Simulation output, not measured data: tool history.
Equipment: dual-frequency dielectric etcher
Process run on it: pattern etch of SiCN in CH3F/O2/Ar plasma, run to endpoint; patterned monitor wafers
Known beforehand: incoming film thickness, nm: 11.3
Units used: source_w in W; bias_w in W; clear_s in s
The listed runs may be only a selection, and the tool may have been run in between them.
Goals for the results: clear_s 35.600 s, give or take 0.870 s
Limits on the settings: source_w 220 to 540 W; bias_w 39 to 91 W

| run | hour | source_w | bias_w | clear_s |
|---|---|---|---|---|
| 1 | 0.0 | 380 | 65 | 31.278 |
| 2 | 6.0 | 380 | 74 | 29.703 |
| 3 | 14.8 | 360 | 73 | 30.303 |
| 4 | 22.8 | 290 | 73 | 31.834 |
| 5 | 25.0 | 290 | 65 | 33.116 |
| 6 | 33.6 | 280 | 64 | 33.799 |
| 7 | 38.9 | 280 | 64 | 33.547 |
| 8 | 41.5 | 270 | 63 | 33.953 |
| 9 | 44.4 | 260 | 62 | 34.436 |

Of the 4 settings listed for the next run, only one would bring every result within its allowed miss of target. Which one?
| A | 47.3 | 280 | 64 | ? |
| B | 47.3 | 280 | 68 | ? |
| C | 47.3 | 220 | 63 | ? |
| D | 47.3 | 300 | 62 | ? |

| move | clear_s |
|---|---|
| A | 33.517 |
| B | 32.817 |
| C | 35.414 |
| D | 33.374 |
A: misses by more than the last run did
B: misses by more than the last run did
C: meets every target
D: misses by more than the last run did
Go with C: it meets all targets.

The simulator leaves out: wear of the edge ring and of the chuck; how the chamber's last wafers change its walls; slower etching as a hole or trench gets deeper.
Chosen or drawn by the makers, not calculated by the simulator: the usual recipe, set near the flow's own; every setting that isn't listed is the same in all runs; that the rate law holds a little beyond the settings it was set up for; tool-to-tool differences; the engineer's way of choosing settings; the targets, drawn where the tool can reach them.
